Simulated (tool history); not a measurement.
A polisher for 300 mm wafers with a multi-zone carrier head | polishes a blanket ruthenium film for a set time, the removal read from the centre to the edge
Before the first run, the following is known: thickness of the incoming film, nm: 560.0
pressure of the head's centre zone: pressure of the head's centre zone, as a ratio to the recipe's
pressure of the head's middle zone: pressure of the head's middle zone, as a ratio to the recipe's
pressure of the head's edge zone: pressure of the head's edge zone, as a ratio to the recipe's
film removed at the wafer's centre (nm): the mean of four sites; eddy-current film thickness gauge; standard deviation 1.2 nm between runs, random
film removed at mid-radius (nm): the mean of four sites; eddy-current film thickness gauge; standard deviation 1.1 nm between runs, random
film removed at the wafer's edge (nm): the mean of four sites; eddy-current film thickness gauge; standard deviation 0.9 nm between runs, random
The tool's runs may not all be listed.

run,hour,flow of slurry (ml/min),pressure of the head's centre zone,pressure of the head's middle zone,pressure of the head's edge zone,polishing time (s),film removed at the wafer's centre (nm),film removed at mid-radius (nm),film removed at the wafer's edge (nm)
1,0.0,215,1.00,1.00,1.00,82,81.342,78.878,77.953
2,8.1,250,1.00,1.00,1.00,82,82.552,82.462,79.766
3,11.2,250,1.00,1.00,1.03,82,82.920,83.155,79.724
4,19.7,205,1.00,1.00,1.03,82,80.388,80.799,78.606
5,21.3,210,1.02,0.97,1.05,85,83.384,79.381,81.917
6,23.7,210,1.02,0.97,0.98,85,83.192,82.275,80.083

Forecast run 7:
7,25.8,220,1.04,0.96,1.02,88,?,?,?

Logged for run 7: film removed at the wafer's centre (nm) 90.056, film removed at mid-radius (nm) 85.043, film removed at the wafer's edge (nm) 84.037.

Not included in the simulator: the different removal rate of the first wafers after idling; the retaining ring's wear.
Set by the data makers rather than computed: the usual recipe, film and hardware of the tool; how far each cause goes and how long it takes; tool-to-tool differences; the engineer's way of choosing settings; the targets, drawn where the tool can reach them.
